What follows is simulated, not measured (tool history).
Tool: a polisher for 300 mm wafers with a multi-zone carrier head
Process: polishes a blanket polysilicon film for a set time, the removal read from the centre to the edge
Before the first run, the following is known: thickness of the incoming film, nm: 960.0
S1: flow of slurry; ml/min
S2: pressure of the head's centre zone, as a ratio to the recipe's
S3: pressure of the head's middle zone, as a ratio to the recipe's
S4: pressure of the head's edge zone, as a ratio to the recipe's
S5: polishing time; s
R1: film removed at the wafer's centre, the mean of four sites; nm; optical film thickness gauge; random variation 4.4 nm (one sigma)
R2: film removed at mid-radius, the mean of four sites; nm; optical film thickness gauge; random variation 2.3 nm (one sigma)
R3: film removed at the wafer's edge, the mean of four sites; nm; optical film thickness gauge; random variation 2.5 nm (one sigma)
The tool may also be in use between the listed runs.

Run 1, hour 0.0: S1 195 ml/min, S2 1.00, S3 1.00, S4 1.00, S5 44 s. Result: R1 272.52 nm, R2 274.33 nm, R3 264.07 nm.
Run 2, hour 7.3: S1 195 ml/min, S2 1.00, S3 1.00, S4 1.06, S5 44 s. Result: R1 276.15 nm, R2 273.22 nm, R3 270.99 nm.
Run 3, hour 12.6: S1 195 ml/min, S2 1.00, S3 1.00, S4 1.14, S5 44 s. Result: R1 271.96 nm, R2 276.06 nm, R3 283.20 nm.
Run 4, hour 13.3: S1 195 ml/min, S2 1.00, S3 1.00, S4 1.14, S5 52 s. Result: R1 318.87 nm, R2 325.41 nm, R3 335.83 nm.
Run 5, hour 17.6: S1 205 ml/min, S2 0.99, S3 1.00, S4 1.15, S5 52 s. Result: R1 326.82 nm, R2 331.51 nm, R3 336.13 nm.
Run 6, hour 25.8: S1 205 ml/min, S2 0.99, S3 1.00, S4 1.15, S5 48 s. Result: R1 291.34 nm, R2 299.94 nm, R3 311.49 nm.
Run 7, hour 29.9: S1 215 ml/min, S2 0.99, S3 1.00, S4 1.16, S5 49 s. Result: R1 302.53 nm, R2 311.40 nm, R3 318.89 nm.
Run 8, hour 35.1: S1 210 ml/min, S2 0.99, S3 1.00, S4 1.16, S5 50 s. Result: R1 296.46 nm, R2 313.66 nm, R3 324.22 nm.
Run 9, hour 39.0: S1 210 ml/min, S2 0.99, S3 1.00, S4 1.16, S5 51 s. Result: R1 309.85 nm, R2 318.88 nm, R3 334.62 nm.
Run 10, hour 42.5: S1 215 ml/min, S2 0.99, S3 1.00, S4 1.16, S5 52 s. Result: R1 313.87 nm, R2 326.29 nm, R3 339.36 nm.

The next listed run, before its measurement:
Run 11, hour 43.5: S1 215 ml/min, S2 0.99, S3 1.00, S4 1.16, S5 53 s. Result: R1 ?, R2 ?, R3 ?.

Run 11 measured R1 318.71 nm, R2 331.08 nm, R3 345.71 nm.
